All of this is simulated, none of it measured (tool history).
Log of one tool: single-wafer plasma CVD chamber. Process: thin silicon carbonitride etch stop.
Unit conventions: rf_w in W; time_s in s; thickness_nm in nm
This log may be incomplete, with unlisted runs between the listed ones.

Run 1, hour 0.0: rf_w 240 W, time_s 16.2 s. Result: thickness_nm 10.3110 nm.
Run 2, hour 8.7: rf_w 240 W, time_s 14.1 s. Result: thickness_nm 8.9676 nm.
Run 3, hour 9.7: rf_w 240 W, time_s 12.4 s. Result: thickness_nm 7.8777 nm.
Run 4, hour 12.1: rf_w 245 W, time_s 12.5 s. Result: thickness_nm 7.9909 nm.
Run 5, hour 15.3: rf_w 250 W, time_s 12.6 s. Result: thickness_nm 8.0834 nm.
Run 6, hour 20.4: rf_w 215 W, time_s 12.6 s. Result: thickness_nm 7.7562 nm.
Run 7, hour 29.4: rf_w 225 W, time_s 12.7 s. Result: thickness_nm 7.9373 nm.
Run 8, hour 37.1: rf_w 230 W, time_s 12.8 s. Result: thickness_nm 8.0406 nm.

Run 9, settings as shown, results not yet in. Your forecast:
Run 9, hour 38.6: rf_w 235 W, time_s 12.9 s. Result: thickness_nm ?.

Run 9 measured thickness_nm 8.1531 nm.

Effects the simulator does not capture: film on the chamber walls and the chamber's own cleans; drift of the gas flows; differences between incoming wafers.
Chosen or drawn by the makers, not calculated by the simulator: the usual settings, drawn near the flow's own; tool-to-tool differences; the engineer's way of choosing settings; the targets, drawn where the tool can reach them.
